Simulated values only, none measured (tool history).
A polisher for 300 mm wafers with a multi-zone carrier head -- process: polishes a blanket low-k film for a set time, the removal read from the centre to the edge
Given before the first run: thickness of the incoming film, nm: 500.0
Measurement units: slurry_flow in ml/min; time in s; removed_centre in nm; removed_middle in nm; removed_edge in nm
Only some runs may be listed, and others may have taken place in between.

{"run": 1, "hour": 0.0, "slurry_flow": 300, "centre_zone": 1.0, "middle_zone": 1.0, "edge_zone": 1.0, "slurry_solids": 1.0, "time": 85, "removed_centre": 36.162, "removed_middle": 36.503, "removed_edge": 36.971}
{"run": 2, "hour": 4.0, "slurry_flow": 255, "centre_zone": 1.0, "middle_zone": 1.0, "edge_zone": 1.0, "slurry_solids": 1.0, "time": 85, "removed_centre": 36.406, "removed_middle": 35.304, "removed_edge": 35.969}
{"run": 3, "hour": 5.0, "slurry_flow": 265, "centre_zone": 1.04, "middle_zone": 1.06, "edge_zone": 0.99, "slurry_solids": 1.1, "time": 86, "removed_centre": 39.701, "removed_middle": 39.173, "removed_edge": 37.645}
{"run": 4, "hour": 10.9, "slurry_flow": 280, "centre_zone": 1.07, "middle_zone": 1.1, "edge_zone": 0.99, "slurry_solids": 1.2, "time": 87, "removed_centre": 42.981, "removed_middle": 42.419, "removed_edge": 39.458}
{"run": 5, "hour": 18.4, "slurry_flow": 280, "centre_zone": 1.07, "middle_zone": 1.1, "edge_zone": 0.99, "slurry_solids": 1.0, "time": 87, "removed_centre": 40.204, "removed_middle": 39.778, "removed_edge": 36.819}
{"run": 6, "hour": 21.9, "slurry_flow": 280, "centre_zone": 1.07, "middle_zone": 1.03, "edge_zone": 0.99, "slurry_solids": 1.0, "time": 87, "removed_centre": 40.345, "removed_middle": 37.467, "removed_edge": 36.407}
{"run": 7, "hour": 29.1, "slurry_flow": 295, "centre_zone": 1.09, "middle_zone": 1.08, "edge_zone": 0.99, "slurry_solids": 1.1, "time": 88, "removed_centre": 42.381, "removed_middle": 40.508, "removed_edge": 38.537}

The next listed run, before its measurement:
{"run": 8, "hour": 31.9, "slurry_flow": 290, "centre_zone": 1.1, "middle_zone": 1.11, "edge_zone": 0.97, "slurry_solids": 1.2, "time": 89, "removed_centre": "?", "removed_middle": "?", "removed_edge": "?"}

Run 8 gave removed_centre 44.566 nm, removed_middle 43.799 nm, removed_edge 40.739 nm.
